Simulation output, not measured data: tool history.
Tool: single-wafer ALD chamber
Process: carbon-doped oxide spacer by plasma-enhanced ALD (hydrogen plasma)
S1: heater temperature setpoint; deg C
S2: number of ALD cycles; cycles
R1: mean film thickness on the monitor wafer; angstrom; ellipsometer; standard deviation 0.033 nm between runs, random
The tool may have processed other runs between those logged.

{"run": 1, "hour": 0.0, "S1": 380, "S2": 204, "R1": 114.61}
{"run": 2, "hour": 1.3, "S1": 380, "S2": 183, "R1": 102.48}
{"run": 3, "hour": 4.2, "S1": 380, "S2": 202, "R1": 113.35}
{"run": 4, "hour": 6.6, "S1": 380, "S2": 213, "R1": 119.21}
{"run": 5, "hour": 9.1, "S1": 380, "S2": 203, "R1": 113.84}
{"run": 6, "hour": 9.6, "S1": 380, "S2": 214, "R1": 120.21}
{"run": 7, "hour": 12.4, "S1": 380, "S2": 222, "R1": 124.06}

Run 8 comes next. What will it give?
{"run": 8, "hour": 21.3, "S1": 380, "S2": 230, "R1": "?"}

{"run 8": {"R1": 128.82}}
